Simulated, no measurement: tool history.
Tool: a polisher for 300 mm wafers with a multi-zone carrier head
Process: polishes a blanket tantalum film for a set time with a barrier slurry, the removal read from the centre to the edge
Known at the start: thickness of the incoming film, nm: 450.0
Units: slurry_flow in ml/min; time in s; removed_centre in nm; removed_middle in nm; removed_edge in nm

run  hour  slurry_flow  centre_zone  middle_zone  edge_zone  slurry_solids  time  removed_centre  removed_middle  removed_edge
  1     0          170            1            1          1              1    42          95.227          95.439        93.603
  2   2.9          170            1            1          1              1    32          73.081          72.147        70.481
  3   6.9          170            1            1          1            0.9    32           68.64          70.366        70.254
  4  15.9          170         0.92            1          1            0.9    32          65.051          68.548        69.647
  5  17.3          170         0.92         1.04          1            0.9    32          66.338          72.686        69.237
  6  19.1          210         0.92         1.04          1            0.9    32          66.532          74.766        69.731

Run 7 comes next. What will it give?
  7  22.2          200         0.96         1.02       1.01              1    32               ?               ?             ?

{"run 7": {"removed_centre": 71.943, "removed_middle": 75.75, "removed_edge": 70.212}}
